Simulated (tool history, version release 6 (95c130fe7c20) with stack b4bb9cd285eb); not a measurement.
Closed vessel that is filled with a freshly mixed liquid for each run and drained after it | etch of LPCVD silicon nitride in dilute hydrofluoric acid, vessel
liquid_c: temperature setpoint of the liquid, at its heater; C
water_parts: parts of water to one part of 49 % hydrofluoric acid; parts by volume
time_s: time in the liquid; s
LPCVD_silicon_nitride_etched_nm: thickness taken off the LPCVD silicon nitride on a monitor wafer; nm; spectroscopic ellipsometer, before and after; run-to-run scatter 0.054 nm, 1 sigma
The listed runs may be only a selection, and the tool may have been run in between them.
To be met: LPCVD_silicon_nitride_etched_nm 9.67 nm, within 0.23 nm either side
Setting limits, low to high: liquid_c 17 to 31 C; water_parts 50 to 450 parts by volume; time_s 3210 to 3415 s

| run | day | liquid_c | water_parts | time_s | LPCVD_silicon_nitride_etched_nm |
|---|---|---|---|---|---|
| 1 | 0 | 23 | 250 | 3210 | 6.4917 |
| 2 | 0.112 | 24.5 | 250 | 3210 | 7.1264 |
| 3 | 0.179 | 24.5 | 320 | 3210 | 5.5417 |
| 4 | 0.375 | 24.5 | 320 | 3415 | 5.9553 |
| 5 | 0.608 | 26 | 315 | 3415 | 6.6478 |
| 6 | 0.717 | 26 | 315 | 3415 | 6.6354 |
| 7 | 0.979 | 27 | 310 | 3415 | 7.1441 |
| 8 | 1.233 | 28 | 305 | 3415 | 7.7048 |
| 9 | 1.517 | 28.5 | 300 | 3415 | 8.0519 |

Below are 5 possible settings for the next run. Only one of them brings all results inside the allowed miss of their targets. Which is it?
| A | 1.8 | 24 | 285 | 3255 | ? |
| B | 1.8 | 31 | 325 | 3360 | ? |
| C | 1.8 | 25.5 | 295 | 3285 | ? |
| D | 1.8 | 28.5 | 250 | 3415 | ? |
| E | 1.8 | 27.5 | 325 | 3320 | ? |

| move | LPCVD_silicon_nitride_etched_nm |
|---|---|
| A | 6.099 |
| B | 8.3199 |
| C | 6.5152 |
| D | 9.576 |
| E | 6.7253 |
A: moves away from the targets compared with the last run
B: an improvement on the last run, though not all results are within tolerance
C: moves away from the targets compared with the last run
D: each result inside its tolerance
E: moves away from the targets compared with the last run
The right move is D.

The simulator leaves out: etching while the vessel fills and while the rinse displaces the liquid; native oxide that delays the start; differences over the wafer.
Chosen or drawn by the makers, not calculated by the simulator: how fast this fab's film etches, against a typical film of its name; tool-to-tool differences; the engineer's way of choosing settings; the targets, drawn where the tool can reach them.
